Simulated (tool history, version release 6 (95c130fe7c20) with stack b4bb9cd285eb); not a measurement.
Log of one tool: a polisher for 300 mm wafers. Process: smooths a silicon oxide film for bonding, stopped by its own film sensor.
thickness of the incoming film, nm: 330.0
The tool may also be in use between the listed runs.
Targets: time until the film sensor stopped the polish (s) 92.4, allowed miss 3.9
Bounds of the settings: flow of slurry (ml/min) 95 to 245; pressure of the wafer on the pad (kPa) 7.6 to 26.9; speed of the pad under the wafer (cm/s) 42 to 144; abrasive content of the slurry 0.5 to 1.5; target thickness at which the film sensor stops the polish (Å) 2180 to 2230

run,day,flow of slurry (ml/min),pressure of the wafer on the pad (kPa),speed of the pad under the wafer (cm/s),abrasive content of the slurry,target thickness at which the film sensor stops the polish (Å),time until the film sensor stopped the polish (s)
1,0,155,17.2,92,1,2230,110.37
2,0.358,155,17.2,92,0.8,2230,127.53
3,0.542,155,17.2,92,0.85,2230,122.51
4,0.808,155,19.3,92,0.85,2230,109.24
5,1.104,160,20,92,0.85,2230,106.61
6,1.2,160,20,70,0.85,2230,127.87
7,1.308,160,21.4,70,0.85,2230,121.6
8,1.558,170,26.2,72,0.85,2230,97.099

Which of these 5 next moves meets every target?
A,1.808,170,26.9,60,0.9,2230,?
B,1.808,205,26.9,62,1.05,2230,?
C,1.808,165,25.5,68,0.95,2210,?
D,1.808,125,26.9,88,0.85,2230,?
E,1.808,150,26.9,68,0.85,2230,?

move,time until the film sensor stopped the polish (s)
A,103.38
B,90.976
C,98.187
D,83.252
E,98.449
A: further off than the last run
B: meets every target
C: further off than the last run
D: takes the result that was furthest off past its target
E: further off than the last run
The right move is B.

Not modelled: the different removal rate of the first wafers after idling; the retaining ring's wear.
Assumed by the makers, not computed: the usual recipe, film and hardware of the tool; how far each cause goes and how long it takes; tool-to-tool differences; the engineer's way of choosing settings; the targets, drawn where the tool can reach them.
